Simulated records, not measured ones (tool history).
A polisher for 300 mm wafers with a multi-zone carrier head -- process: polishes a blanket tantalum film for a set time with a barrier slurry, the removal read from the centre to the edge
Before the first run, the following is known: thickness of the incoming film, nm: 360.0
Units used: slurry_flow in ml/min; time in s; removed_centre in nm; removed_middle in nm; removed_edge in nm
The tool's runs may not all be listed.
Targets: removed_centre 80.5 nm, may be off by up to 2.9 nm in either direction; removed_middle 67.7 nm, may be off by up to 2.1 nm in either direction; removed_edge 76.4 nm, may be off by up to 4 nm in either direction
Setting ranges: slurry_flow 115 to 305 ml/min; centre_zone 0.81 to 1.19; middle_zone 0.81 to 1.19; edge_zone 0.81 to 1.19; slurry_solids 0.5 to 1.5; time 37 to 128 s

| run | hour | slurry_flow | centre_zone | middle_zone | edge_zone | slurry_solids | time | removed_centre | removed_middle | removed_edge |
|---|---|---|---|---|---|---|---|---|---|---|
| 1 | 0 | 195 | 1 | 1 | 1 | 1 | 82 | 121.25 | 119.51 | 120.72 |
| 2 | 1.2 | 195 | 1 | 0.95 | 1 | 1 | 82 | 117.57 | 113.82 | 122.48 |
| 3 | 7.5 | 195 | 0.97 | 0.95 | 1 | 1 | 82 | 114.58 | 114.16 | 121.91 |
| 4 | 8.2 | 190 | 0.99 | 0.93 | 0.97 | 0.9 | 77 | 106.54 | 101.35 | 108.19 |
| 5 | 16.2 | 190 | 0.99 | 0.93 | 0.97 | 1.05 | 77 | 111.78 | 106.5 | 112.75 |
| 6 | 22.2 | 190 | 0.99 | 0.93 | 0.97 | 1.2 | 77 | 116.1 | 109.8 | 119.87 |
| 7 | 31.1 | 190 | 0.99 | 0.93 | 0.97 | 1.2 | 77 | 114.34 | 109.46 | 118.18 |
| 8 | 36.6 | 180 | 1 | 0.9 | 0.95 | 1.05 | 73 | 103.19 | 96.237 | 106.73 |
| 9 | 42.5 | 180 | 1.01 | 0.88 | 0.92 | 0.9 | 71 | 100.23 | 88.688 | 96.031 |
| 10 | 50.1 | 140 | 0.96 | 0.81 | 0.94 | 0.65 | 63 | 72.667 | 64.747 | 77.636 |
| 11 | 52.4 | 190 | 1.03 | 0.83 | 0.88 | 0.6 | 62 | 77.263 | 65.047 | 77.408 |

Exercise: of the 5 proposed moves below, exactly one satisfies all targets within the stated allowed misses. Which move is it?
| A | 54.7 | 185 | 1.04 | 0.85 | 0.86 | 0.55 | 66 | ? | ? | ? |
| B | 54.7 | 180 | 0.99 | 0.94 | 0.99 | 0.75 | 57 | ? | ? | ? |
| C | 54.7 | 215 | 1 | 0.81 | 0.96 | 0.5 | 65 | ? | ? | ? |
| D | 54.7 | 155 | 0.96 | 0.81 | 0.81 | 0.65 | 63 | ? | ? | ? |
| E | 54.7 | 200 | 0.96 | 0.87 | 0.81 | 0.65 | 61 | ? | ? | ? |

| move | removed_centre | removed_middle | removed_edge |
|---|---|---|---|
| A | 80.422 | 67.914 | 78.411 |
| B | 73.264 | 70.668 | 77.892 |
| C | 74.883 | 63.144 | 77.745 |
| D | 73.252 | 64.682 | 77.006 |
| E | 73.507 | 68.539 | 76.252 |
A: meets every target
B: carries the result that was furthest off beyond its target, to the other side
C: the biggest miss grows against the last run
D: the biggest miss grows against the last run
E: meets the target for the result that was furthest off, but another lies outside its allowed miss
The right move is A.

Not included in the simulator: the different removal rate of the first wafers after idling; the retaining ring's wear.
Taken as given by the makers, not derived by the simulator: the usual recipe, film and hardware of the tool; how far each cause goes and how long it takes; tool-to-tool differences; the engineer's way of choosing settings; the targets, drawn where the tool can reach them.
